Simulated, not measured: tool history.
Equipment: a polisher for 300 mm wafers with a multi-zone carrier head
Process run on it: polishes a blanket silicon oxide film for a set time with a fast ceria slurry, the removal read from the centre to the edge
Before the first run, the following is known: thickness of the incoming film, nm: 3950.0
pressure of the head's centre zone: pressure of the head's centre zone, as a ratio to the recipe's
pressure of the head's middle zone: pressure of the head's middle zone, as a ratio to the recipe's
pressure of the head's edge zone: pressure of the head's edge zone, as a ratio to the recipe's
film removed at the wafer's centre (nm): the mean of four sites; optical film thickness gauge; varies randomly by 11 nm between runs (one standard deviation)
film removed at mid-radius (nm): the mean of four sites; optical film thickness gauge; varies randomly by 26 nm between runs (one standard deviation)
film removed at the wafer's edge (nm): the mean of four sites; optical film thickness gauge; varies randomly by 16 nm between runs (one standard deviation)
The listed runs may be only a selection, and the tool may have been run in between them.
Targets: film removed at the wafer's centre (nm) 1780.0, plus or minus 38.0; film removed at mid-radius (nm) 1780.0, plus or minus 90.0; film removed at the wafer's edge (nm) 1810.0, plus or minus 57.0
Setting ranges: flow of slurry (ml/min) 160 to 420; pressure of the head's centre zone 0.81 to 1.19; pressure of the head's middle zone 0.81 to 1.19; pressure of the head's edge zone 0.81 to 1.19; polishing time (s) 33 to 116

run    day  flow of slurry (ml/min)  pressure of the head's centre zone  pressure of the head's middle zone  pressure of the head's edge zone  polishing time (s)  film removed at the wafer's centre (nm)  film removed at mid-radius (nm)  film removed at the wafer's edge (nm)
  1  0.000                      270                                1.00                                1.00                              1.00                  74                                   1534.3                           1448.9                                 1457.5
  2  0.142                      280                                1.00                                1.02                              1.05                  77                                   1599.2                           1541.3                                 1546.2
  3  0.238                      280                                1.00                                0.97                              1.05                  77                                   1608.7                           1494.7                                 1549.9
  4  0.488                      280                                0.97                                0.97                              1.05                  77                                   1538.1                           1491.5                                 1534.7
  5  0.833                      280                                0.97                                0.97                              1.10                  77                                   1560.1                           1524.4                                 1582.6
  6  0.967                      285                                0.98                                0.99                              1.12                  79                                   1613.7                           1528.9                                 1638.0
  7  1.204                      290                                0.98                                1.03                              1.12                  81                                   1669.6                           1632.7                                 1673.9
  8  1.388                      295                                0.98                                1.04                              1.14                  82                                   1696.5                           1644.9                                 1716.3

Exercise: of the 5 proposed moves below, exactly one satisfies all targets within the stated allowed misses. Which move is it?
  A  1.571                      325                                0.94                                1.16                              1.10                  90                                        ?                                ?                                      ?
  B  1.571                      255                                0.97                                0.91                              1.15                  86                                        ?                                ?                                      ?
  C  1.571                      285                                0.97                                1.05                              1.10                  88                                        ?                                ?                                      ?
  D  1.571                      210                                0.91                                0.89                              1.19                  88                                        ?                                ?                                      ?
  E  1.571                      305                                0.89                                1.17                              1.05                  84                                        ?                                ?                                      ?

move  film removed at the wafer's centre (nm)  film removed at mid-radius (nm)  film removed at the wafer's edge (nm)
   A                                   1791.7                           1982.8                                 1878.1
   B                                   1727.0                           1600.0                                 1813.4
   C                                   1786.6                           1801.6                                 1824.1
   D                                   1625.8                           1588.7                                 1864.8
   E                                   1574.7                           1852.6                                 1706.1
A: brings the result that was furthest off to its target, and leaves another outside
B: nearer the targets than the last run, but a result is still out of spec
C: in spec on every target
D: misses by more than the last run did
E: misses by more than the last run did
The right move is C.
